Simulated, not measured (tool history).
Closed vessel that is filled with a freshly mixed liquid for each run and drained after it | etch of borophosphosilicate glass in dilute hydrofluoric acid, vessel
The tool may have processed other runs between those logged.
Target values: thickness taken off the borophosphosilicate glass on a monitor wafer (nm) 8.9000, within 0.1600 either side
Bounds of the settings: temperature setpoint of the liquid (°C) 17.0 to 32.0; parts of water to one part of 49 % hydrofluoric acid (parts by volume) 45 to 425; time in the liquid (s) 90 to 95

run	hour	temperature setpoint of the liquid (°C)	parts of water to one part of 49 % hydrofluoric acid (parts by volume)	time in the liquid (s)	thickness taken off the borophosphosilicate glass on a monitor wafer (nm)
1	0.0	24.0	235	90	11.1890
2	1.0	23.5	235	90	11.0040
3	7.8	23.5	150	90	18.9920
4	8.7	22.5	160	90	16.9490
5	12.4	22.5	160	90	16.8360
6	14.7	22.0	170	90	15.4790
7	20.2	21.5	175	90	14.7080
8	24.5	21.0	180	90	13.8550
# hour 31.3: hydrofluoric acid flow meter replaced
9	31.3	20.5	185	90	14.6460
10	36.9	20.5	195	90	13.7490
11	41.7	20.5	205	90	13.0020
12	42.6	20.5	215	90	12.1750
13	51.2	20.0	220	90	11.7280
14	57.1	20.0	225	90	11.3610

Which single option among these 4 for the next run brings every result within its allowed miss of target? Just one does.
A	63.0	17.0	260	90	?
B	63.0	18.5	270	90	?
C	63.0	19.5	285	90	?
D	63.0	17.0	250	90	?

move	thickness taken off the borophosphosilicate glass on a monitor wafer (nm)
A	8.5054
B	8.5980
C	8.3437
D	8.9227
A: takes the biggest miss from the last run beyond its target
B: takes the biggest miss from the last run beyond its target
C: takes the biggest miss from the last run beyond its target
D: meets every target
The move that meets every target is D.
